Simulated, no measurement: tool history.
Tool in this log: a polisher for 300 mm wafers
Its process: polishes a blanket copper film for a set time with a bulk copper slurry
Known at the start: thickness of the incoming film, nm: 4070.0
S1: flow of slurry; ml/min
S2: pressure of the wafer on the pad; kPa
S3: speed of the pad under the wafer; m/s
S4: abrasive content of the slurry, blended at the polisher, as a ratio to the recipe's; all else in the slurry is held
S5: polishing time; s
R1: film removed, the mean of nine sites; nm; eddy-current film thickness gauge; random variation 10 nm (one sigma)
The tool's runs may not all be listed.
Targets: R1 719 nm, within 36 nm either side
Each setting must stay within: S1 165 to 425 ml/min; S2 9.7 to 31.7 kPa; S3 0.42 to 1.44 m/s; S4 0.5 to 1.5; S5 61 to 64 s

| run | hour | S1 | S2 | S3 | S4 | S5 | R1 |
|---|---|---|---|---|---|---|---|
| 1 | 0 | 275 | 20.7 | 0.92 | 1 | 61 | 487.58 |
| 2 | 7.4 | 275 | 20.7 | 0.92 | 0.9 | 61 | 478.14 |
| 3 | 13.1 | 275 | 21.4 | 0.92 | 0.9 | 61 | 483.59 |
| 4 | 19.4 | 275 | 22.1 | 0.92 | 0.9 | 61 | 494.5 |
| 5 | 20.2 | 275 | 17.9 | 0.92 | 0.9 | 61 | 415.11 |
| 6 | 22.2 | 275 | 14.5 | 0.92 | 0.9 | 61 | 355.38 |
| 7 | 30.4 | 275 | 15.9 | 0.92 | 0.9 | 61 | 380.15 |
| 8 | 34.5 | 275 | 17.2 | 0.92 | 0.9 | 61 | 403.26 |
| 9 | 40.7 | 275 | 18.6 | 0.92 | 0.9 | 61 | 432.73 |
| 10 | 41.3 | 275 | 19.3 | 0.92 | 0.9 | 61 | 451.64 |

Exercise: of the 4 proposed moves below, exactly one satisfies all targets within the stated allowed misses. Which move is it?
| A | 41.9 | 425 | 29 | 0.86 | 0.75 | 64 | ? |
| B | 41.9 | 190 | 30.3 | 0.92 | 0.85 | 61 | ? |
| C | 41.9 | 285 | 20 | 1.34 | 0.95 | 64 | ? |
| D | 41.9 | 320 | 25.5 | 0.98 | 1 | 64 | ? |

| move | R1 |
|---|---|
| A | 608.08 |
| B | 616.34 |
| C | 710.44 |
| D | 662.88 |
A: better than the last run, though not everything is in spec
B: better than the last run, though not everything is in spec
C: each result inside its tolerance
D: better than the last run, though not everything is in spec
So the answer is move C, the one that meets all the targets.

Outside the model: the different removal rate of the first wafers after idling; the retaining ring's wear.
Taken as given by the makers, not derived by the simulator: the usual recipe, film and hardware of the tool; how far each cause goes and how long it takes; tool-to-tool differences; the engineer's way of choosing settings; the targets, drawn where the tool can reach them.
